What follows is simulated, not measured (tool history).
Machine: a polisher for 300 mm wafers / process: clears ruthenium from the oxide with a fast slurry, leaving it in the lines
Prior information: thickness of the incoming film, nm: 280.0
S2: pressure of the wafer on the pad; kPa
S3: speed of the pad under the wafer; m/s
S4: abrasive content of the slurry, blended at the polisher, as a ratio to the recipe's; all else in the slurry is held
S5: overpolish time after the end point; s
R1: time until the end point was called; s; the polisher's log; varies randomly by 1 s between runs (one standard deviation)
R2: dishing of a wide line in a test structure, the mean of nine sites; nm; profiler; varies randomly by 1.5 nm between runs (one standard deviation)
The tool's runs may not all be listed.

Run 1, day 0.000: flow of slurry (ml/min) 155, S2 23.4 kPa, S3 0.78 m/s, S4 1.00, S5 29 s. Result: R1 70.265 s, R2 79.107 nm.
Run 2, day 0.050: flow of slurry (ml/min) 155, S2 23.4 kPa, S3 0.78 m/s, S4 1.10, S5 29 s. Result: R1 66.555 s, R2 78.530 nm.
Run 3, day 0.121: flow of slurry (ml/min) 155, S2 26.2 kPa, S3 0.78 m/s, S4 1.10, S5 29 s. Result: R1 59.683 s, R2 88.690 nm.
Run 4, day 0.392: flow of slurry (ml/min) 150, S2 26.9 kPa, S3 0.78 m/s, S4 1.05, S5 31 s. Result: R1 60.694 s, R2 91.488 nm.
Run 5, day 0.588: flow of slurry (ml/min) 120, S2 26.9 kPa, S3 0.78 m/s, S4 1.05, S5 31 s. Result: R1 62.187 s, R2 87.951 nm.
Run 6, day 0.696: flow of slurry (ml/min) 125, S2 27.6 kPa, S3 0.78 m/s, S4 1.05, S5 33 s. Result: R1 61.505 s, R2 96.220 nm.
Run 7, day 1.033: flow of slurry (ml/min) 125, S2 27.6 kPa, S3 0.78 m/s, S4 1.05, S5 33 s. Result: R1 60.580 s, R2 95.304 nm.

Run 8 is up next; what results do you expect?
Run 8, day 1.117: flow of slurry (ml/min) 120, S2 28.3 kPa, S3 0.78 m/s, S4 1.05, S5 44 s. Result: R1 ?, R2 ?.

Run 8 came out at R1 60.241 s, R2 114.380 nm.

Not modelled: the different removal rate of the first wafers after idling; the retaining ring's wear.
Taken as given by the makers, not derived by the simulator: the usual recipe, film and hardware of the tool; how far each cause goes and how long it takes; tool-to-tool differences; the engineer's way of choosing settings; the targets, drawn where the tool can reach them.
